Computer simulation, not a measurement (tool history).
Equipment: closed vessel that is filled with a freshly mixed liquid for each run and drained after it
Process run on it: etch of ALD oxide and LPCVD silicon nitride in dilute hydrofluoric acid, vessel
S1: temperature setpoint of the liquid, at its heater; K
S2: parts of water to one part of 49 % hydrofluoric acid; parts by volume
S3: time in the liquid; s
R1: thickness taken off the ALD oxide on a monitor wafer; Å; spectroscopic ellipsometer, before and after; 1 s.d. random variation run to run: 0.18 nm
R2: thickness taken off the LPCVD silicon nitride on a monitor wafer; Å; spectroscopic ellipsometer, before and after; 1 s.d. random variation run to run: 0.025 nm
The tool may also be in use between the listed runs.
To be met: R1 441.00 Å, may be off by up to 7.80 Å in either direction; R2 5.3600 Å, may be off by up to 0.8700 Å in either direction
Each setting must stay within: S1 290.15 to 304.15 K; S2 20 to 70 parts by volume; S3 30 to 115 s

run,hour,S1,S2,S3,R1,R2
1,0.0,296.15,40,60,502.78,6.7704
2,8.7,296.15,40,45,378.45,4.9001
3,14.3,296.15,40,30,250.59,3.8217
4,17.3,296.15,40,50,416.82,6.0409
5,19.0,296.65,40,50,424.82,6.0375
6,19.9,296.65,50,50,335.64,4.5694
7,26.2,297.15,50,50,345.20,4.8169
8,30.2,297.15,50,50,342.55,4.9865
9,33.5,297.65,50,50,349.88,4.9631
10,36.4,298.15,50,50,357.86,5.2482
11,45.1,298.65,50,50,363.63,5.3734
12,53.0,299.15,50,50,373.39,5.5355
13,58.1,299.65,50,50,379.10,5.2721
14,64.9,300.15,50,50,385.77,5.9791
15,71.3,300.15,45,50,431.90,6.4423
16,79.1,299.65,45,50,423.45,7.0683
17,82.3,299.15,45,50,413.98,6.7358
18,82.9,299.15,45,50,414.92,6.2758
19,86.6,298.65,45,50,406.57,6.2221
20,93.5,298.15,45,50,399.30,5.9962
21,96.4,297.65,40,50,444.41,5.7960

Which single option among these 4 for the next run brings every result within its allowed miss of target? Just one does.
A,99.3,292.15,35,55,?,?
B,99.3,299.65,55,65,?,?
C,99.3,296.65,40,55,?,?
D,99.3,292.15,25,40,?,?

move,R1,R2
A,444.17,6.0795
B,445.13,7.7167
C,467.53,7.2940
D,457.59,6.1091
A: in spec on every target
B: misses by more than the last run did
C: misses by more than the last run did
D: puts the biggest miss on target and leaves a different result outside tolerance
Correct choice: A, which meets every target
